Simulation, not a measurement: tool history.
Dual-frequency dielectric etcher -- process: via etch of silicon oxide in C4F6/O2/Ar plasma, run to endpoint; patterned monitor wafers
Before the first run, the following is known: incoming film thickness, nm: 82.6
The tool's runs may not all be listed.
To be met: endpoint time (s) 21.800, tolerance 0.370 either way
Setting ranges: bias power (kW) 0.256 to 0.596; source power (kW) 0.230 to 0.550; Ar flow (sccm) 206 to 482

{"run": 1, "day": 0.0, "bias power (kW)": 0.426, "source power (kW)": 0.39, "Ar flow (sccm)": 344, "endpoint time (s)": 20.246}
{"run": 2, "day": 0.321, "bias power (kW)": 0.426, "source power (kW)": 0.35, "Ar flow (sccm)": 344, "endpoint time (s)": 20.81}
{"run": 3, "day": 0.612, "bias power (kW)": 0.426, "source power (kW)": 0.39, "Ar flow (sccm)": 344, "endpoint time (s)": 20.193}
{"run": 4, "day": 0.896, "bias power (kW)": 0.406, "source power (kW)": 0.39, "Ar flow (sccm)": 345, "endpoint time (s)": 20.544}
{"run": 5, "day": 1.129, "bias power (kW)": 0.454, "source power (kW)": 0.39, "Ar flow (sccm)": 345, "endpoint time (s)": 19.675}
{"run": 6, "day": 1.188, "bias power (kW)": 0.454, "source power (kW)": 0.42, "Ar flow (sccm)": 345, "endpoint time (s)": 19.149}
{"run": 7, "day": 1.392, "bias power (kW)": 0.369, "source power (kW)": 0.4, "Ar flow (sccm)": 348, "endpoint time (s)": 21.067}
{"run": 8, "day": 1.571, "bias power (kW)": 0.36, "source power (kW)": 0.4, "Ar flow (sccm)": 348, "endpoint time (s)": 21.575}

Which single option among these 5 for the next run brings every result within its allowed miss of target? Just one does.
{"run": "A", "day": 1.75, "bias power (kW)": 0.34, "source power (kW)": 0.46, "Ar flow (sccm)": 350, "endpoint time (s)": "?"}
{"run": "B", "day": 1.75, "bias power (kW)": 0.387, "source power (kW)": 0.37, "Ar flow (sccm)": 292, "endpoint time (s)": "?"}
{"run": "C", "day": 1.75, "bias power (kW)": 0.376, "source power (kW)": 0.43, "Ar flow (sccm)": 414, "endpoint time (s)": "?"}
{"run": "D", "day": 1.75, "bias power (kW)": 0.302, "source power (kW)": 0.44, "Ar flow (sccm)": 285, "endpoint time (s)": "?"}
{"run": "E", "day": 1.75, "bias power (kW)": 0.35, "source power (kW)": 0.51, "Ar flow (sccm)": 446, "endpoint time (s)": "?"}

move=A endpoint_time_(s)=20.884
move=B endpoint_time_(s)=20.773
move=C endpoint_time_(s)=20.923
move=D endpoint_time_(s)=21.663
move=E endpoint_time_(s)=20.548
A: the biggest miss grows against the last run
B: the biggest miss grows against the last run
C: the biggest miss grows against the last run
D: each result inside its tolerance
E: the biggest miss grows against the last run
D meets every target.
